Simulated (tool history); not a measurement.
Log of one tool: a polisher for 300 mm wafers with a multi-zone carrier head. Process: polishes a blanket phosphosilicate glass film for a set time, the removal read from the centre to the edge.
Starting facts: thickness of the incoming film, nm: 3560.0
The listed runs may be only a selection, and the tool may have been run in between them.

run,hour,flow of slurry (ml/min),pressure of the head's centre zone,pressure of the head's middle zone,pressure of the head's edge zone,abrasive content of the slurry,polishing time (s),film removed at the wafer's centre (nm),film removed at mid-radius (nm),film removed at the wafer's edge (nm)
1,0.0,130,1.00,1.00,1.00,1.00,58,299.73,280.37,288.99
2,5.8,130,1.08,1.00,1.00,1.00,58,324.52,286.13,290.52
3,8.0,150,1.08,1.00,1.00,1.00,58,341.74,292.56,294.07
4,16.7,150,1.00,1.00,1.00,1.00,58,306.47,298.14,295.28
5,24.3,120,1.00,1.00,1.00,1.00,58,287.42,283.61,286.16
6,27.2,120,1.00,1.00,0.94,1.00,58,296.35,280.29,278.53
7,29.6,115,1.01,0.96,0.93,0.90,58,276.19,250.22,258.75

Forecast run 8:
8,37.3,110,1.02,0.93,0.91,0.85,58,?,?,?

film removed at the wafer's centre (nm): 265.24
film removed at mid-radius (nm): 234.39
film removed at the wafer's edge (nm): 244.61
